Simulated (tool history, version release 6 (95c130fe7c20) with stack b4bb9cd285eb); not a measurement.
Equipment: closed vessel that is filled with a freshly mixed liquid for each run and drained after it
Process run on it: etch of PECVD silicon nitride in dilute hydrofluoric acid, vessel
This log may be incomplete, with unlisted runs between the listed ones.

run,hour,temperature setpoint of the liquid (C),parts of water to one part of 49 % hydrofluoric acid (parts by volume),time in the liquid (s),thickness taken off the PECVD silicon nitride on a monitor wafer (nm)
1,0.0,25.0,60,300,28.293
2,4.8,26.5,55,300,34.155
3,10.8,28.0,55,300,37.747
4,19.3,29.0,50,300,43.484
5,27.7,29.0,35,300,62.165
6,28.2,29.5,35,300,64.553

Forecast run 7:
7,30.6,30.0,35,300,?

{"run 7": {"thickness taken off the PECVD silicon nitride on a monitor wafer (nm)": 66.182}}

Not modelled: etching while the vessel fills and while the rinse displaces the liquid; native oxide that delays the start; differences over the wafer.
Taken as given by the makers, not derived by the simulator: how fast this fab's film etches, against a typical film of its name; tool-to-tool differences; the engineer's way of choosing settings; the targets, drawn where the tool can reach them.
